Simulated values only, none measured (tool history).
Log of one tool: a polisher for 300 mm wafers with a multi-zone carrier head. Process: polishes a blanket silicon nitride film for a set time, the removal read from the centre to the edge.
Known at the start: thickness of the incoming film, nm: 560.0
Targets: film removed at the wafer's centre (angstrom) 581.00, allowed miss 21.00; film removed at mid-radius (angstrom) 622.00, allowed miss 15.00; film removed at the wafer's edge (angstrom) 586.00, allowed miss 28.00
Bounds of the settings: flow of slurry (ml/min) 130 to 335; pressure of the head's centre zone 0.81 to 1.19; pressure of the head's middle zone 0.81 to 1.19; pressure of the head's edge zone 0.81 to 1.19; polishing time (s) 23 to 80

| run | day | flow of slurry (ml/min) | pressure of the head's centre zone | pressure of the head's middle zone | pressure of the head's edge zone | polishing time (s) | film removed at the wafer's centre (angstrom) | film removed at mid-radius (angstrom) | film removed at the wafer's edge (angstrom) |
|---|---|---|---|---|---|---|---|---|---|
| 1 | 0.000 | 215 | 1.00 | 1.00 | 1.00 | 51 | 1130.80 | 1069.50 | 1101.00 |
| 2 | 0.133 | 215 | 1.00 | 0.96 | 1.00 | 51 | 1128.40 | 1039.60 | 1113.50 |
| 3 | 0.304 | 210 | 0.99 | 0.97 | 0.98 | 47 | 1044.90 | 964.11 | 1003.60 |
| 4 | 0.596 | 210 | 0.99 | 0.97 | 0.98 | 53 | 1157.60 | 1096.70 | 1163.50 |
| 5 | 0.642 | 210 | 0.97 | 0.98 | 0.98 | 49 | 1048.40 | 1029.00 | 1080.40 |
| 6 | 0.833 | 200 | 0.96 | 0.98 | 0.96 | 45 | 962.52 | 924.75 | 954.95 |
|  | 0.996 | centre zone pressure recalibrated |
| 7 | 0.996 | 195 | 0.94 | 0.99 | 0.95 | 42 | 870.82 | 871.68 | 882.75 |
| 8 | 1.067 | 190 | 0.93 | 0.99 | 0.94 | 40 | 814.11 | 835.69 | 864.15 |
| 9 | 1.367 | 190 | 0.93 | 0.99 | 0.94 | 40 | 812.81 | 828.64 | 869.86 |
| 10 | 1.638 | 195 | 0.93 | 1.00 | 0.93 | 38 | 778.12 | 807.40 | 808.44 |
| 11 | 1.846 | 205 | 0.93 | 1.00 | 0.92 | 36 | 721.42 | 772.00 | 782.67 |
| 12 | 2.221 | 200 | 0.93 | 1.01 | 0.91 | 35 | 714.01 | 742.93 | 746.64 |
| 13 | 2.254 | 200 | 0.93 | 1.02 | 0.90 | 34 | 687.41 | 723.76 | 708.49 |
| 14 | 2.338 | 200 | 0.93 | 1.02 | 0.89 | 33 | 670.48 | 705.69 | 696.89 |
| 15 | 2.662 | 200 | 0.93 | 1.02 | 0.88 | 32 | 661.94 | 686.38 | 662.63 |
| 16 | 2.708 | 170 | 0.86 | 0.99 | 0.81 | 29 | 546.99 | 595.95 | 601.25 |

5 next moves are on the table. One of them brings every result within its allowed miss. Which?
| A | 2.754 | 160 | 0.88 | 0.93 | 0.83 | 30 | ? | ? | ? |
| B | 2.754 | 140 | 0.83 | 0.99 | 0.86 | 29 | ? | ? | ? |
| C | 2.754 | 215 | 0.85 | 1.04 | 0.87 | 27 | ? | ? | ? |
| D | 2.754 | 220 | 0.96 | 0.99 | 0.81 | 28 | ? | ? | ? |
| E | 2.754 | 210 | 0.91 | 1.02 | 0.81 | 29 | ? | ? | ? |

| move | film removed at the wafer's centre (angstrom) | film removed at mid-radius (angstrom) | film removed at the wafer's edge (angstrom) |
|---|---|---|---|
| A | 567.64 | 571.99 | 600.33 |
| B | 515.53 | 568.10 | 574.94 |
| C | 527.43 | 592.26 | 565.32 |
| D | 589.90 | 590.74 | 576.56 |
| E | 587.56 | 623.66 | 594.14 |
A: further off than the last run
B: further off than the last run
C: further off than the last run
D: further off than the last run
E: meets every target
Answer: E

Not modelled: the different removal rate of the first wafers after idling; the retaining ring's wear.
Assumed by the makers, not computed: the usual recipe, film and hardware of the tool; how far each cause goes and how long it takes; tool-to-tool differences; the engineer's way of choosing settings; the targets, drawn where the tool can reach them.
